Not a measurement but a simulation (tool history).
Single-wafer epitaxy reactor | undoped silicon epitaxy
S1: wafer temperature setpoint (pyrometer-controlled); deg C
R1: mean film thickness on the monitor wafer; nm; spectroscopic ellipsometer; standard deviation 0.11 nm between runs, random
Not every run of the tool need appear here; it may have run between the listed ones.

Run 1, hour 0.0: S1 655 deg C, deposition time (s) 366. Result: R1 63.791 nm.
Run 2, hour 8.0: S1 652 deg C, deposition time (s) 366. Result: R1 60.129 nm.
Run 3, hour 9.3: S1 650 deg C, deposition time (s) 366. Result: R1 57.607 nm.
Run 4, hour 11.7: S1 648 deg C, deposition time (s) 366. Result: R1 55.663 nm.
Run 5, hour 18.2: S1 646 deg C, deposition time (s) 366. Result: R1 53.654 nm.
Run 6, hour 20.0: S1 646 deg C, deposition time (s) 387. Result: R1 56.584 nm.

Expected results for the next run?
Run 7, hour 28.1: S1 644 deg C, deposition time (s) 385. Result: R1 ?.

R1: 53.989 nm

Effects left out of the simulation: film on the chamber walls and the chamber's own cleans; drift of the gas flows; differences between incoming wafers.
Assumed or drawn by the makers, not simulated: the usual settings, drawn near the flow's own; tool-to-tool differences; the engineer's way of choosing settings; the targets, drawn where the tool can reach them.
